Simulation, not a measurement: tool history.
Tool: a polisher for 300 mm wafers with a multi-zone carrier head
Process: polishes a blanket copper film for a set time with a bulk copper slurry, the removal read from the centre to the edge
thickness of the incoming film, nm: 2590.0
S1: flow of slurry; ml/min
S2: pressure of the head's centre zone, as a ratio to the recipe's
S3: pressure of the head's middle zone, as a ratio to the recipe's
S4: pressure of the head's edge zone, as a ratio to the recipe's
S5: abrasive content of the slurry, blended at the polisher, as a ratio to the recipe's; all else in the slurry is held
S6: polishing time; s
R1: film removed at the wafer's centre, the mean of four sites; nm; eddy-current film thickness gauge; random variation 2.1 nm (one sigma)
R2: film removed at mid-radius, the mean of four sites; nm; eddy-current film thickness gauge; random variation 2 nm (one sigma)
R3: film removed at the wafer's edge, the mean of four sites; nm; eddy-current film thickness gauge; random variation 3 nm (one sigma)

run 1 hour=0 | S1=230 S2=1 S3=1 S4=1 S5=1 S6=49 | R1=454.62 R2=450.54 R3=466.32
run 2 hour=6.7 | S1=215 S2=0.99 S3=0.94 S4=0.99 S5=0.85 S6=44 | R1=389.64 R2=372.59 R3=402.11
run 3 hour=12.4 | S1=200 S2=0.98 S3=0.89 S4=1 S5=0.75 S6=41 | R1=347.02 R2=322.74 R3=363.64
run 4 hour=19.6 | S1=200 S2=0.92 S3=0.89 S4=1 S5=0.75 S6=41 | R1=321.45 R2=324.71 R3=360.39
run 5 hour=23.5 | S1=200 S2=0.92 S3=0.89 S4=1 S5=0.9 S6=41 | R1=335.19 R2=333.35 R3=372.99
run 6 hour=31.1 | S1=200 S2=0.92 S3=0.83 S4=1 S5=0.9 S6=41 | R1=333.51 R2=322.61 R3=374.54
run 7 hour=31.8 | S1=155 S2=1.01 S3=0.81 S4=1.06 S5=0.65 S6=34 | R1=277.06 R2=240.3 R3=298.94
run 8 hour=32.5 | S1=170 S2=1.01 S3=0.82 S4=1.06 S5=0.65 S6=34 | R1=282.75 R2=244.38 R3=301.23
run 9 hour=39.8 | S1=170 S2=1.01 S3=0.82 S4=1.06 S5=0.65 S6=34 | R1=279.62 R2=246.58 R3=299.39

The next listed run, before its measurement:
run 10 hour=48.3 | S1=180 S2=1.01 S3=0.82 S4=1.07 S5=0.65 S6=34 | R1=? R2=? R3=?

R1: 287.89 nm
R2: 243.45 nm
R3: 300.62 nm
